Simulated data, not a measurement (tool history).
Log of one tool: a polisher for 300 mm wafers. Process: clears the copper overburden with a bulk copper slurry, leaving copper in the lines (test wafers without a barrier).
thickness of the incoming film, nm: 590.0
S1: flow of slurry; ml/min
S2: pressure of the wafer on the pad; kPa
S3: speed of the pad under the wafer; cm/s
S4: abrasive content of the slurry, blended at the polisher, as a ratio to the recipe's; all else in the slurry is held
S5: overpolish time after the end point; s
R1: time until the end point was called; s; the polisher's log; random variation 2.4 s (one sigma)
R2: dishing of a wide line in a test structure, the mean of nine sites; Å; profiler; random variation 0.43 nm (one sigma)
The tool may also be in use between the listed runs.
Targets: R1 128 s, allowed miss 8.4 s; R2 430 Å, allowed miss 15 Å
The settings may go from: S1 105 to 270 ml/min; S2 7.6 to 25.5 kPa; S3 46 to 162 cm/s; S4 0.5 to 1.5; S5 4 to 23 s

run  hour   S1    S2   S3  S4  S5      R1      R2
  1     0  175  16.5  104   1  12  79.099  583.95
  2   3.1  170  15.2  104   1  12  84.996  544.97
  3  10.7  170  15.2  104   1   7  83.363  363.71
  4  18.7  140  15.2  104   1   7  88.486  348.96
     19.5  -- head pressure recalibrated
  5  19.5  135  14.5  102   1   8  99.809  342.42
  6  20.6  130  14.5  100   1   9  101.53  371.49
  7  25.2  125  14.5   98   1  10     104  396.15
  8  32.5  120  13.8   96   1  11  112.24  401.15
  9  36.9  115  13.1   94   1  12   115.7  406.59
 10  43.2  115  13.1   92   1  12  121.75  395.85

Which of these 4 next moves meets every target?
  A  49.5  145  12.4  104  1.05  11   ?   ?
  B  49.5  110    11  106  0.95  17   ?   ?
  C  49.5  115  11.7   96   1.1  14   ?   ?
  D  49.5  115  14.5   88   0.9  11   ?   ?

move      R1      R2
   A  114.65  398.07
   B  135.57  478.15
   C  129.83  432.21
   D  119.72  390.68
A: nearer than the last run, and not there yet
B: takes the result that was furthest off past its target
C: meets every target
D: further off than the last run
The right move is C.

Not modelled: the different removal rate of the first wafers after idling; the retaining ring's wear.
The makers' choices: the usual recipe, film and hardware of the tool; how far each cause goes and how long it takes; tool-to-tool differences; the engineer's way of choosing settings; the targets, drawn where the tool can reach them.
